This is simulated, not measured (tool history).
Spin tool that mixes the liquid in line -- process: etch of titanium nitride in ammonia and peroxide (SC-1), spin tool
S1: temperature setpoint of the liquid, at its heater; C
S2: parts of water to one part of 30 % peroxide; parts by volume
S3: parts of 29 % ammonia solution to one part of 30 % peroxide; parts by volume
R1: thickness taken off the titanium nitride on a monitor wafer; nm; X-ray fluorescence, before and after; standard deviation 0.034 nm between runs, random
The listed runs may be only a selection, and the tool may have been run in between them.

{"run": 1, "hour": 0.0, "S1": 51.0, "S2": 25.5, "S3": 0.55, "time under the liquid (s)": 285, "R1": 11.229}
{"run": 2, "hour": 4.2, "S1": 47.0, "S2": 26.0, "S3": 0.55, "time under the liquid (s)": 285, "R1": 8.3145}
{"run": 3, "hour": 10.2, "S1": 47.0, "S2": 18.5, "S3": 0.55, "time under the liquid (s)": 285, "R1": 10.116}
{"run": 4, "hour": 17.3, "S1": 44.5, "S2": 21.0, "S3": 0.55, "time under the liquid (s)": 285, "R1": 7.9675}
{"run": 5, "hour": 19.3, "S1": 42.5, "S2": 22.5, "S3": 0.55, "time under the liquid (s)": 285, "R1": 6.6389}
{"run": 6, "hour": 26.4, "S1": 41.0, "S2": 23.5, "S3": 0.55, "time under the liquid (s)": 285, "R1": 5.7601}

Run 7 comes next. What will it give?
{"run": 7, "hour": 32.0, "S1": 40.0, "S2": 24.0, "S3": 0.55, "time under the liquid (s)": 285, "R1": "?"}

Run 7 measured R1 5.3014 nm.

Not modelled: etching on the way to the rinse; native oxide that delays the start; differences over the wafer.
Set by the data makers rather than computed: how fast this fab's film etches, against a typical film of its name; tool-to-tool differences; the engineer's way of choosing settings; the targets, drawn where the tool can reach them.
